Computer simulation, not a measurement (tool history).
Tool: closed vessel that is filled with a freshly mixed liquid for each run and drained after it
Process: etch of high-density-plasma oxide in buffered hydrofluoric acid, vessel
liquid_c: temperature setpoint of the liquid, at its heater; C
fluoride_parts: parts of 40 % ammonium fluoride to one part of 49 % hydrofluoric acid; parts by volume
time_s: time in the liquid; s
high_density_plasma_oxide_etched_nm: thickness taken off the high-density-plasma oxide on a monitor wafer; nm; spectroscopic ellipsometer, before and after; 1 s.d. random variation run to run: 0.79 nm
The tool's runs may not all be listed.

run,hour,liquid_c,fluoride_parts,time_s,high_density_plasma_oxide_etched_nm
1,0,22,13.5,95,153.8
2,8.4,22,13.5,95,152.93
3,15.9,21,13.5,95,145.99
4,19,21,16.5,95,120.91
5,19.6,21.5,16.5,95,122.38
6,21.4,21.5,20,95,102.8

Run 7, settings as shown, results not yet in. Your forecast:
# hour 30.3: thermometer replaced
7,30.3,22,20,95,?

Logged for run 7: high_density_plasma_oxide_etched_nm 112.5 nm.
